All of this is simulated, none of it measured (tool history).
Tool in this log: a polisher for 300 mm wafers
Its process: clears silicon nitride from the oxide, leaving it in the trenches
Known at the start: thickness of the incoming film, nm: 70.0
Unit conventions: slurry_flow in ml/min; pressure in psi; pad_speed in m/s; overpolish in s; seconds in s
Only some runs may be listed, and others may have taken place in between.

run 1 hour=0 | slurry_flow=240 pressure=2.1 pad_speed=0.94 overpolish=23 | seconds=96.413
run 2 hour=2 | slurry_flow=240 pressure=2.1 pad_speed=1.12 overpolish=23 | seconds=88.905
run 3 hour=6.6 | slurry_flow=240 pressure=1.7 pad_speed=1.12 overpolish=23 | seconds=103.47
run 4 hour=11.3 | slurry_flow=240 pressure=1.7 pad_speed=1.22 overpolish=23 | seconds=97.766
run 5 hour=16.8 | slurry_flow=205 pressure=1.7 pad_speed=1.22 overpolish=23 | seconds=100.92
run 6 hour=19.6 | slurry_flow=205 pressure=1.7 pad_speed=1.42 overpolish=23 | seconds=90.521
run 7 hour=23.9 | slurry_flow=225 pressure=1.8 pad_speed=1.42 overpolish=23 | seconds=83.78
run 8 hour=30.4 | slurry_flow=245 pressure=1.9 pad_speed=1.42 overpolish=23 | seconds=78.954

Expected results for the next run?
run 9 hour=37.1 | slurry_flow=260 pressure=2 pad_speed=1.42 overpolish=23 | seconds=?

Run 9 gave seconds 74.81 s.

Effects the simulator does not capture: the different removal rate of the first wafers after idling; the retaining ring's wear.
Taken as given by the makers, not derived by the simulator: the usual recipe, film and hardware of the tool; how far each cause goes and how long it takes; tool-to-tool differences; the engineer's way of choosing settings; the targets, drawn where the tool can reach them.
